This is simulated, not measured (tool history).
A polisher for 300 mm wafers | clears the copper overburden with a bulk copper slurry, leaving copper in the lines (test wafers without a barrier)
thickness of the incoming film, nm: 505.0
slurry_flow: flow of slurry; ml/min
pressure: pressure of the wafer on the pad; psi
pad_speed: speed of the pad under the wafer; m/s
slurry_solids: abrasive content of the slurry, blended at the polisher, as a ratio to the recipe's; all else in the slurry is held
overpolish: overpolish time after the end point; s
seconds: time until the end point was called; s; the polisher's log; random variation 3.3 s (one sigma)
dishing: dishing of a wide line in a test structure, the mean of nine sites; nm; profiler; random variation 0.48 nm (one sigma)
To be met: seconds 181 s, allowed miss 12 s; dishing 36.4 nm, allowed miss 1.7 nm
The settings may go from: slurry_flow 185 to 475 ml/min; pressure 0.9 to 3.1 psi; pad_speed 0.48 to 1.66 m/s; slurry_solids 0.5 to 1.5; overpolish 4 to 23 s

run  hour  slurry_flow  pressure  pad_speed  slurry_solids  overpolish  seconds  dishing
  1     0          305         2       1.06              1          12   71.007   49.924
  2   4.9          305       1.8       1.06              1          12   79.607   45.807
  3   9.6          305       1.8       1.06            0.9          12   82.486    44.34
  4  16.7          305         2       1.06            0.9          12   73.854   48.688
  5  22.1          380         2       1.06            0.9          12   72.852   48.531
  6  27.2          380       1.7       0.96            0.9          14   93.616    43.93
  7    29          380       1.5       0.88            0.9          16   113.64   42.498
  8  31.3          380       1.3       0.84            0.9          17    136.3   39.071

4 next moves are on the table. One of them brings every result within its allowed miss. Which?
  A  33.6          400       1.2       0.76            0.9          17        ?        ?
  B  33.6          420       1.4       0.76           0.75          14        ?        ?
  C  33.6          425       1.5          1              1          12        ?        ?
  D  33.6          445       1.1       0.68            1.1          22        ?        ?

move  seconds  dishing
   A   167.67   33.571
   B   151.13   31.816
   C   100.91   38.218
   D   191.42   36.311
A: nearer than the last run, and not there yet
B: nearer than the last run, and not there yet
C: further off than the last run
D: meets every target
Move D is the one to make.

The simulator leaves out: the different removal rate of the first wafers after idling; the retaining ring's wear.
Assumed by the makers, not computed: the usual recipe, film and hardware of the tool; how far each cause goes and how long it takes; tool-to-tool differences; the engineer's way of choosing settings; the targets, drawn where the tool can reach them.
